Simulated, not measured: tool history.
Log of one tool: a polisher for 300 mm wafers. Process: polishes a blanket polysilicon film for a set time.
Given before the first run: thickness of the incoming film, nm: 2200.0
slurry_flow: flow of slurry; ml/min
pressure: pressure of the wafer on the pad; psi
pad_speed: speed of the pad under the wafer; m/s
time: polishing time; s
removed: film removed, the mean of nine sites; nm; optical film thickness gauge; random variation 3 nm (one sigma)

run,hour,slurry_flow,pressure,pad_speed,time,removed
1,0.0,300,2.8,1.14,55,505.74
2,2.6,300,2.8,0.96,55,427.53
3,11.2,300,2.4,0.92,55,352.65
4,19.4,300,2.7,0.92,55,411.03
5,24.1,300,2.3,0.90,55,333.53
6,27.8,300,2.3,0.66,55,248.06
7,30.7,300,2.3,0.66,55,249.02

What will run 8 give?
8,33.7,300,2.2,0.66,55,?

{"run 8": {"removed": 239.33}}

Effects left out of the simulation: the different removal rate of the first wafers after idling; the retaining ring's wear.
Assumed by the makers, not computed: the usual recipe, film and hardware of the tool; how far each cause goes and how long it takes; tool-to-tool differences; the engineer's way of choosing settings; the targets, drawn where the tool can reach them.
